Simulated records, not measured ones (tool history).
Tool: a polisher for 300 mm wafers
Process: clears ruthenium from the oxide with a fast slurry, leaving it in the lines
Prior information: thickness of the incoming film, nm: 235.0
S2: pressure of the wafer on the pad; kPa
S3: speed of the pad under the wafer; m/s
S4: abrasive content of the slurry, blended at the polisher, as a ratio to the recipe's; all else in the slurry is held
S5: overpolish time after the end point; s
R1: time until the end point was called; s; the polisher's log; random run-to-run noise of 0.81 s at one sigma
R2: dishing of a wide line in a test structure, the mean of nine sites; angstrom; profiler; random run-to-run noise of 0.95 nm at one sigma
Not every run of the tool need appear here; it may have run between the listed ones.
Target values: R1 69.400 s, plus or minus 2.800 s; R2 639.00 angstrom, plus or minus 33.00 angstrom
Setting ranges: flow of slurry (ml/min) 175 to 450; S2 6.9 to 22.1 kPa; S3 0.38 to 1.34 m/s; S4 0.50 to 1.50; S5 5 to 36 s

{"run": 1, "hour": 0.0, "flow of slurry (ml/min)": 290, "S2": 14.5, "S3": 0.86, "S4": 1.0, "S5": 18, "R1": 107.33, "R2": 332.71}
{"run": 2, "hour": 0.9, "flow of slurry (ml/min)": 290, "S2": 15.2, "S3": 0.86, "S4": 1.0, "S5": 19, "R1": 99.36, "R2": 352.57}
{"run": 3, "hour": 4.5, "flow of slurry (ml/min)": 290, "S2": 17.2, "S3": 0.86, "S4": 1.0, "S5": 19, "R1": 89.061, "R2": 403.71}
{"run": 4, "hour": 6.0, "flow of slurry (ml/min)": 230, "S2": 17.2, "S3": 0.86, "S4": 1.0, "S5": 19, "R1": 89.119, "R2": 394.24}
{"run": 5, "hour": 7.5, "flow of slurry (ml/min)": 230, "S2": 17.2, "S3": 0.86, "S4": 1.15, "S5": 19, "R1": 87.195, "R2": 406.36}
{"run": 6, "hour": 8.5, "flow of slurry (ml/min)": 230, "S2": 15.2, "S3": 0.86, "S4": 1.15, "S5": 19, "R1": 96.927, "R2": 361.07}
{"run": 7, "hour": 17.0, "flow of slurry (ml/min)": 230, "S2": 15.9, "S3": 0.86, "S4": 1.15, "S5": 20, "R1": 93.613, "R2": 400.38}
{"run": 8, "hour": 17.6, "flow of slurry (ml/min)": 230, "S2": 16.5, "S3": 0.86, "S4": 1.15, "S5": 20, "R1": 89.893, "R2": 415.08}

Below are 4 possible settings for the next run. Only one of them brings all results inside the allowed miss of their targets. Which is it?
{"run": "A", "hour": 18.2, "flow of slurry (ml/min)": 255, "S2": 18.6, "S3": 0.98, "S4": 1.1, "S5": 29, "R1": "?", "R2": "?"}
{"run": "B", "hour": 18.2, "flow of slurry (ml/min)": 240, "S2": 17.2, "S3": 1.02, "S4": 1.25, "S5": 25, "R1": "?", "R2": "?"}
{"run": "C", "hour": 18.2, "flow of slurry (ml/min)": 245, "S2": 19.3, "S3": 1.02, "S4": 1.15, "S5": 20, "R1": "?", "R2": "?"}
{"run": "D", "hour": 18.2, "flow of slurry (ml/min)": 175, "S2": 18.6, "S3": 1.04, "S4": 1.5, "S5": 26, "R1": "?", "R2": "?"}

move=A R1=69.725 R2=697.06
move=B R1=69.444 R2=617.27
move=C R1=63.938 R2=546.85
move=D R1=61.384 R2=707.68
A: corrects the largest miss of the last run, while another result sits out of spec
B: all results in spec
C: pushes the last run's worst result past its target
D: pushes the last run's worst result past its target
Move B is the one to make.
